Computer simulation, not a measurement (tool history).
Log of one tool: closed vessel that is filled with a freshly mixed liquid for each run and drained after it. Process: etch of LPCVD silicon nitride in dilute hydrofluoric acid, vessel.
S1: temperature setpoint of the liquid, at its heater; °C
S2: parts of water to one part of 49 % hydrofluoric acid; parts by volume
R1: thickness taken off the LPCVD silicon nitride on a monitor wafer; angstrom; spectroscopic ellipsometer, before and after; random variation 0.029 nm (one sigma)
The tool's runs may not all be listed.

run 1 hour=0 | S1=24 S2=70 time_in_the_liquid_(s)=875 | R1=62.307
run 2 hour=8.1 | S1=23 S2=70 time_in_the_liquid_(s)=875 | R1=59.456
run 3 hour=9.9 | S1=22.5 S2=70 time_in_the_liquid_(s)=875 | R1=56.896
run 4 hour=16.2 | S1=22.5 S2=70 time_in_the_liquid_(s)=670 | R1=43.768
run 5 hour=20 | S1=22 S2=70 time_in_the_liquid_(s)=670 | R1=42.275
run 6 hour=29.3 | S1=22 S2=70 time_in_the_liquid_(s)=875 | R1=55.36

For run 7, what comes out?
run 7 hour=37.2 | S1=21.5 S2=70 time_in_the_liquid_(s)=875 | R1=?

For run 7 the tool returned R1 53.293 angstrom.

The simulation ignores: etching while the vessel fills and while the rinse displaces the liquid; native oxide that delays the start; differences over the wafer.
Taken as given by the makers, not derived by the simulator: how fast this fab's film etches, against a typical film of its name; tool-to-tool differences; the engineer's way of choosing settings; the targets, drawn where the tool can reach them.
